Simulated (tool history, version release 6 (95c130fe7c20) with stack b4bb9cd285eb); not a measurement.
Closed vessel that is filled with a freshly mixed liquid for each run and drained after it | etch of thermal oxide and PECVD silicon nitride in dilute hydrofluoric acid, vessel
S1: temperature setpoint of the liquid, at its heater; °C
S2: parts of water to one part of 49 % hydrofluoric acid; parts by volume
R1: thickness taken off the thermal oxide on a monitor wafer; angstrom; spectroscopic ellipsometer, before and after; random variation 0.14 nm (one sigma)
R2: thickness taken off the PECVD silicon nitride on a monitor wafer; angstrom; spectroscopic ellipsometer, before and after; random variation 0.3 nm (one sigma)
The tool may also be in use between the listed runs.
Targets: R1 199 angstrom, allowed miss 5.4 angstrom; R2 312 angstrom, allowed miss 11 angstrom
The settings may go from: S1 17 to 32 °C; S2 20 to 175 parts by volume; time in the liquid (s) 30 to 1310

{"run": 1, "hour": 0.0, "S1": 24, "S2": 95, "time in the liquid (s)": 670, "R1": 303.05, "R2": 405.33}
{"run": 2, "hour": 1.1, "S1": 25.5, "S2": 95, "time in the liquid (s)": 670, "R1": 319.27, "R2": 441.88}
{"run": 3, "hour": 7.9, "S1": 25.5, "S2": 95, "time in the liquid (s)": 865, "R1": 406.79, "R2": 569.5}
{"run": 4, "hour": 10.7, "S1": 25.5, "S2": 120, "time in the liquid (s)": 865, "R1": 311.21, "R2": 443.11}
{"run": 5, "hour": 16.3, "S1": 28.5, "S2": 120, "time in the liquid (s)": 865, "R1": 354.91, "R2": 533.51}
{"run": 6, "hour": 23.1, "S1": 28.5, "S2": 150, "time in the liquid (s)": 865, "R1": 275.5, "R2": 432.55}
{"run": 7, "hour": 29.8, "S1": 26.5, "S2": 175, "time in the liquid (s)": 845, "R1": 206.42, "R2": 321.45}
{"run": 8, "hour": 34.9, "S1": 26.5, "S2": 175, "time in the liquid (s)": 845, "R1": 203.83, "R2": 325.65}

5 next moves are on the table. One of them brings every result within its allowed miss. Which?
{"run": "A", "hour": 40.0, "S1": 23, "S2": 140, "time in the liquid (s)": 765, "R1": "?", "R2": "?"}
{"run": "B", "hour": 40.0, "S1": 22.5, "S2": 145, "time in the liquid (s)": 815, "R1": "?", "R2": "?"}
{"run": "C", "hour": 40.0, "S1": 24.5, "S2": 170, "time in the liquid (s)": 895, "R1": "?", "R2": "?"}
{"run": "D", "hour": 40.0, "S1": 22, "S2": 175, "time in the liquid (s)": 1030, "R1": "?", "R2": "?"}
{"run": "E", "hour": 40.0, "S1": 29, "S2": 125, "time in the liquid (s)": 500, "R1": "?", "R2": "?"}

move=A R1=211.51 R2=289.39
move=B R1=212.17 R2=288.25
move=C R1=208.61 R2=307.85
move=D R1=210.95 R2=293.12
move=E R1=198.04 R2=310.69
A: takes the result that was furthest off past its target
B: takes the result that was furthest off past its target
C: brings the result that was furthest off to its target, and leaves another outside
D: takes the result that was furthest off past its target
E: meets every target
Answer: E

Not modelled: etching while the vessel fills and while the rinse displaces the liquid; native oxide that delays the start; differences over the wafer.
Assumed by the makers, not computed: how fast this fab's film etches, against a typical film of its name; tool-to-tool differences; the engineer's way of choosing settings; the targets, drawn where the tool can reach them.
